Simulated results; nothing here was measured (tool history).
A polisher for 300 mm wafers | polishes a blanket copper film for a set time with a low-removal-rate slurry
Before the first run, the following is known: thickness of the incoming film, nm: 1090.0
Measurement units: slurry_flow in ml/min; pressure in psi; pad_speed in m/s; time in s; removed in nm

run 1 hour=0.0 | slurry_flow=190 pressure=2.9 pad_speed=1.06 slurry_solids=1.0 time=19 | removed=47.135
run 2 hour=5.7 | slurry_flow=195 pressure=3.3 pad_speed=1.06 slurry_solids=1.0 time=19 | removed=54.862
run 3 hour=9.9 | slurry_flow=200 pressure=3.6 pad_speed=1.06 slurry_solids=1.0 time=19 | removed=58.504
run 4 hour=12.1 | slurry_flow=200 pressure=3.8 pad_speed=1.08 slurry_solids=1.0 time=19 | removed=62.908
run 5 hour=14.9 | slurry_flow=200 pressure=3.8 pad_speed=1.08 slurry_solids=0.8 time=19 | removed=60.422
run 6 hour=21.5 | slurry_flow=170 pressure=3.8 pad_speed=1.08 slurry_solids=0.8 time=19 | removed=59.819
run 7 hour=27.0 | slurry_flow=170 pressure=4.0 pad_speed=1.12 slurry_solids=0.8 time=19 | removed=65.063

For run 8, what comes out?
run 8 hour=28.4 | slurry_flow=170 pressure=4.1 pad_speed=1.14 slurry_solids=0.8 time=19 | removed=?

{"run 8": {"removed": 67.817}}

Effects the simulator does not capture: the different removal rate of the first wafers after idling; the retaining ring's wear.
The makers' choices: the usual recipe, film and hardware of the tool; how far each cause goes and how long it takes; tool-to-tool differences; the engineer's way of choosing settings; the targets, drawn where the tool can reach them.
